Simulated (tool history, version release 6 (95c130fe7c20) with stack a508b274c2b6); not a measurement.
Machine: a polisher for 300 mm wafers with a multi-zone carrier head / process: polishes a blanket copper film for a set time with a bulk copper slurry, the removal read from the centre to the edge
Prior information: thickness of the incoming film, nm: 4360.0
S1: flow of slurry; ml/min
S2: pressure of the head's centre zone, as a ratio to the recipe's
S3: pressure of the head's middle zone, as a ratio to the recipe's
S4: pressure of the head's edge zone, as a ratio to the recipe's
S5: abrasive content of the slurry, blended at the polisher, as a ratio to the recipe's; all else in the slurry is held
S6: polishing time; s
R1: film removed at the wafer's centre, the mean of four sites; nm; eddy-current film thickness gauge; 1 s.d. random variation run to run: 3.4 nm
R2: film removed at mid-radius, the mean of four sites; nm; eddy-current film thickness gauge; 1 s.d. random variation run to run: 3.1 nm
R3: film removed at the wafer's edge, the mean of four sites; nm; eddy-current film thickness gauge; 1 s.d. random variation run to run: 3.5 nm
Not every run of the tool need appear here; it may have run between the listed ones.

Run 1, hour 0: S1 145 ml/min, S2 1, S3 1, S4 1, S5 1, S6 54 s. Result: R1 326.74 nm, R2 340.7 nm, R3 348.41 nm.
Run 2, hour 1.4: S1 145 ml/min, S2 1, S3 1, S4 1, S5 0.85, S6 54 s. Result: R1 312.87 nm, R2 321.42 nm, R3 322.74 nm.
Run 3, hour 8.1: S1 145 ml/min, S2 1, S3 1, S4 1, S5 0.85, S6 61 s. Result: R1 361.67 nm, R2 359.25 nm, R3 369.57 nm.
Run 4, hour 9.9: S1 140 ml/min, S2 0.99, S3 0.99, S4 0.99, S5 0.8, S6 60 s. Result: R1 335.7 nm, R2 334.27 nm, R3 349.07 nm.
Run 5, hour 15.9: S1 140 ml/min, S2 0.99, S3 0.99, S4 0.92, S5 0.8, S6 60 s. Result: R1 327.83 nm, R2 337.62 nm, R3 347.19 nm.
Run 6, hour 20.8: S1 140 ml/min, S2 0.99, S3 0.99, S4 0.92, S5 0.75, S6 59 s. Result: R1 321.78 nm, R2 324.28 nm, R3 327.43 nm.
Run 7, hour 27.3: S1 140 ml/min, S2 0.99, S3 0.99, S4 0.91, S5 0.7, S6 58 s. Result: R1 308 nm, R2 310.93 nm, R3 318.85 nm.

The next listed run, before its measurement:
Run 8, hour 30.7: S1 140 ml/min, S2 0.99, S3 0.99, S4 0.9, S5 0.65, S6 57 s. Result: R1 ?, R2 ?, R3 ?.

For run 8 the tool returned R1 301.37 nm, R2 301.95 nm, R3 293.07 nm.

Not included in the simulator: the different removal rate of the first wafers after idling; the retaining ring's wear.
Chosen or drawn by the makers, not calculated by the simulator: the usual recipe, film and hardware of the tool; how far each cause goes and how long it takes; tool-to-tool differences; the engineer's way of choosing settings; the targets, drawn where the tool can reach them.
